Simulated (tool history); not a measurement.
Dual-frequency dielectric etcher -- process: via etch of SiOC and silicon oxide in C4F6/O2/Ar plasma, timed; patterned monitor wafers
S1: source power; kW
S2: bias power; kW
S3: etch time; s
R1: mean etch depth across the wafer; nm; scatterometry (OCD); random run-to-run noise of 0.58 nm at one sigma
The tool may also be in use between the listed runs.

{"run": 1, "hour": 0.0, "S1": 0.31, "S2": 0.148, "S3": 93.5, "R1": 88.309}
{"run": 2, "hour": 4.8, "S1": 0.31, "S2": 0.172, "S3": 93.5, "R1": 94.523}
{"run": 3, "hour": 7.2, "S1": 0.33, "S2": 0.175, "S3": 93.5, "R1": 98.708}
{"run": 4, "hour": 14.3, "S1": 0.33, "S2": 0.165, "S3": 93.5, "R1": 95.808}
{"run": 5, "hour": 17.9, "S1": 0.35, "S2": 0.166, "S3": 93.5, "R1": 99.894}
{"run": 6, "hour": 21.0, "S1": 0.35, "S2": 0.143, "S3": 93.5, "R1": 93.963}
{"run": 7, "hour": 27.5, "S1": 0.36, "S2": 0.146, "S3": 93.5, "R1": 97.396}
{"run": 8, "hour": 35.0, "S1": 0.37, "S2": 0.147, "S3": 93.5, "R1": 98.221}
{"run": 9, "hour": 39.8, "S1": 0.38, "S2": 0.149, "S3": 93.5, "R1": 99.514}
{"run": 10, "hour": 42.1, "S1": 0.39, "S2": 0.152, "S3": 93.5, "R1": 102.35}

The next listed run, before its measurement:
{"run": 11, "hour": 45.4, "S1": 0.39, "S2": 0.152, "S3": 93.5, "R1": "?"}

R1: 102.360 nm

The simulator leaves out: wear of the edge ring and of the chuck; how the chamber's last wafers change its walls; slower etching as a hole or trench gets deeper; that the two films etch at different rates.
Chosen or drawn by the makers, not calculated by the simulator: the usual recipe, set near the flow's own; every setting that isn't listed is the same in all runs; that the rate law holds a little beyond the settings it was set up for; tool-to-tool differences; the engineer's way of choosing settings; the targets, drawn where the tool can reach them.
